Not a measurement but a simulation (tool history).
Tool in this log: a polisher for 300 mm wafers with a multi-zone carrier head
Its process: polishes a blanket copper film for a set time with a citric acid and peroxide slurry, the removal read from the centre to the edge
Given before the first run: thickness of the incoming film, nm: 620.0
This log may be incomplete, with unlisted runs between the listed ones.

| run | day | flow of slurry (ml/min) | pressure of the head's centre zone | pressure of the head's middle zone | pressure of the head's edge zone | abrasive content of the slurry | polishing time (s) | film removed at the wafer's centre (angstrom) | film removed at mid-radius (angstrom) | film removed at the wafer's edge (angstrom) |
|---|---|---|---|---|---|---|---|---|---|---|
| 1 | 0.000 | 165 | 1.00 | 1.00 | 1.00 | 1.00 | 37 | 659.49 | 726.51 | 710.43 |
| 2 | 0.275 | 165 | 1.00 | 1.00 | 1.03 | 1.00 | 37 | 669.80 | 719.12 | 733.50 |
| 3 | 0.596 | 165 | 1.00 | 0.98 | 1.01 | 0.95 | 37 | 647.13 | 696.86 | 699.36 |
| 4 | 0.796 | 160 | 1.00 | 0.96 | 1.00 | 0.95 | 37 | 638.92 | 690.22 | 704.92 |
| 5 | 1.154 | 160 | 1.01 | 0.95 | 0.99 | 0.90 | 37 | 641.22 | 682.64 | 690.85 |
|  | 1.346 | centre zone pressure recalibrated |
| 6 | 1.346 | 160 | 1.02 | 0.94 | 0.98 | 0.85 | 37 | 715.38 | 647.16 | 672.39 |
| 7 | 1.562 | 155 | 1.01 | 0.94 | 0.97 | 0.85 | 37 | 701.88 | 651.03 | 677.75 |

Predict the results of run 8:
| 8 | 1.612 | 160 | 0.97 | 0.96 | 0.91 | 0.60 | 31 | ? | ? | ? |

{"run 8": {"film removed at the wafer's centre (angstrom)": 525.24, "film removed at mid-radius (angstrom)": 512.83, "film removed at the wafer's edge (angstrom)": 494.19}}
